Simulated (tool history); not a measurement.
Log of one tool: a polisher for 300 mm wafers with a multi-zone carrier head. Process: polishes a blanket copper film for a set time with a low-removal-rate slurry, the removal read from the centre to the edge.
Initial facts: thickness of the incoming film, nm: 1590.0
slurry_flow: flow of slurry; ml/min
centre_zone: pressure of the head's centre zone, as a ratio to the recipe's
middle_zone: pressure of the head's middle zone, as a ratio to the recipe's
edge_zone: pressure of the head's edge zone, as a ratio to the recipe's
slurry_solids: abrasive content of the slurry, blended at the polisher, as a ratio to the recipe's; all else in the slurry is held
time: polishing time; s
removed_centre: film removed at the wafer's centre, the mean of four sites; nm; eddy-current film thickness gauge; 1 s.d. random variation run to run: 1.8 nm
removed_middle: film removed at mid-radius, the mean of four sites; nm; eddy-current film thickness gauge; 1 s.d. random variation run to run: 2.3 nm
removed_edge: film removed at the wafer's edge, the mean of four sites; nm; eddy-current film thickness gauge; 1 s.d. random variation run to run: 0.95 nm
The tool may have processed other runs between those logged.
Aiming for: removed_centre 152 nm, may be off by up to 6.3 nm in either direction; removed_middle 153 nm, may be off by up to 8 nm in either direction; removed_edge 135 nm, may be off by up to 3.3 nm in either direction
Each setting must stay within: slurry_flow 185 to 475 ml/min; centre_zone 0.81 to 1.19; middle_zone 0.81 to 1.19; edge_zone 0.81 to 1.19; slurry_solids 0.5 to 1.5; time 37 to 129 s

| run | hour | slurry_flow | centre_zone | middle_zone | edge_zone | slurry_solids | time | removed_centre | removed_middle | removed_edge |
|---|---|---|---|---|---|---|---|---|---|---|
| 1 | 0 | 305 | 1 | 1 | 1 | 1 | 83 | 234.36 | 230.54 | 232.8 |
| 2 | 4.1 | 305 | 1.01 | 1.01 | 0.96 | 0.9 | 75 | 206.59 | 201.89 | 200.66 |
| 3 | 9.5 | 305 | 1.02 | 1.03 | 0.93 | 0.8 | 70 | 188.72 | 181.79 | 179.82 |
| 4 | 14.3 | 305 | 1.03 | 1.06 | 0.9 | 0.75 | 67 | 178.57 | 172.88 | 166.19 |
| 5 | 20.9 | 305 | 1.03 | 1.09 | 0.88 | 0.7 | 66 | 175.4 | 175.56 | 161.72 |
| 6 | 26.2 | 305 | 1.03 | 1.09 | 0.88 | 0.8 | 66 | 183.43 | 175.06 | 164.52 |
| 7 | 34.6 | 305 | 1.03 | 1.1 | 0.86 | 0.75 | 64 | 170.82 | 169.35 | 154.57 |
| 8 | 42.6 | 300 | 1.03 | 1.11 | 0.85 | 0.7 | 63 | 166.32 | 169.94 | 150.63 |
| 9 | 48.1 | 290 | 1.04 | 1.07 | 0.81 | 0.5 | 58 | 141.09 | 142.64 | 124.36 |
| 10 | 54.8 | 305 | 1.04 | 1.08 | 0.82 | 0.5 | 58 | 143.85 | 141.14 | 126.04 |
| 11 | 63 | 305 | 1.04 | 1.1 | 0.83 | 0.5 | 58 | 145.89 | 143.57 | 125.64 |
| 12 | 71.9 | 305 | 1.03 | 1.11 | 0.85 | 0.5 | 58 | 140.78 | 142.45 | 127.34 |
|  | 73.7 | edge zone pressure recalibrated |
| 13 | 73.7 | 305 | 1.03 | 1.12 | 0.85 | 0.55 | 58 | 148.76 | 148.55 | 127.29 |
| 14 | 79.3 | 305 | 1.02 | 1.12 | 0.85 | 0.55 | 58 | 142.25 | 144.44 | 126.07 |

Pick the move, out of 4, that brings all results within their allowed miss; only one does.
| A | 84.9 | 300 | 1 | 1.06 | 0.86 | 0.6 | 61 | ? | ? | ? |
| B | 84.9 | 360 | 1.06 | 1.19 | 0.81 | 0.5 | 54 | ? | ? | ? |
| C | 84.9 | 240 | 1.03 | 1.17 | 0.81 | 0.7 | 58 | ? | ? | ? |
| D | 84.9 | 310 | 1.14 | 1.1 | 0.88 | 0.5 | 55 | ? | ? | ? |

| move | removed_centre | removed_middle | removed_edge |
|---|---|---|---|
| A | 146.55 | 153.23 | 136.15 |
| B | 134.32 | 142.13 | 113.78 |
| C | 145 | 156.9 | 128.18 |
| D | 145.06 | 135.85 | 119.15 |
A: all results in spec
B: further off than the last run
C: better than the last run, though not everything is in spec
D: further off than the last run
The move that meets every target is A.

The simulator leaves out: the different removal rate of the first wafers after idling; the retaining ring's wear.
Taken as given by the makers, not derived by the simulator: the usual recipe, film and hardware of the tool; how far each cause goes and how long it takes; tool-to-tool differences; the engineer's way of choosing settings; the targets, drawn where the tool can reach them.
